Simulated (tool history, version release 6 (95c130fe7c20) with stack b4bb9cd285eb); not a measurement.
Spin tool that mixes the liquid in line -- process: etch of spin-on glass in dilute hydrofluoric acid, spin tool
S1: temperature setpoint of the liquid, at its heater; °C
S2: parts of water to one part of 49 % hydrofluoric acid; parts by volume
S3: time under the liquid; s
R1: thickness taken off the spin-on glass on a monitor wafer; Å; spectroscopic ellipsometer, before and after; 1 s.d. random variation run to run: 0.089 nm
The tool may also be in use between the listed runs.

| run | hour | S1 | S2 | S3 | R1 |
|---|---|---|---|---|---|
| 1 | 0 | 21 | 55 | 15 | 134.21 |
| 2 | 3.3 | 21 | 55 | 15 | 132.64 |
| 3 | 8.9 | 20 | 55 | 15 | 125.41 |
| 4 | 13.2 | 20 | 35 | 15 | 202.97 |
| 5 | 16.6 | 19 | 40 | 15 | 171.28 |
| 6 | 25.2 | 18.5 | 45 | 15 | 146.69 |
| 7 | 29.5 | 18 | 50 | 15 | 129.42 |
| 8 | 36 | 18 | 50 | 15 | 128.19 |
| 9 | 38.3 | 17.5 | 50 | 15 | 127.56 |

Predict the results of run 10:
| 10 | 44.8 | 17.5 | 50 | 15 | ? |

R1: 125.58 Å

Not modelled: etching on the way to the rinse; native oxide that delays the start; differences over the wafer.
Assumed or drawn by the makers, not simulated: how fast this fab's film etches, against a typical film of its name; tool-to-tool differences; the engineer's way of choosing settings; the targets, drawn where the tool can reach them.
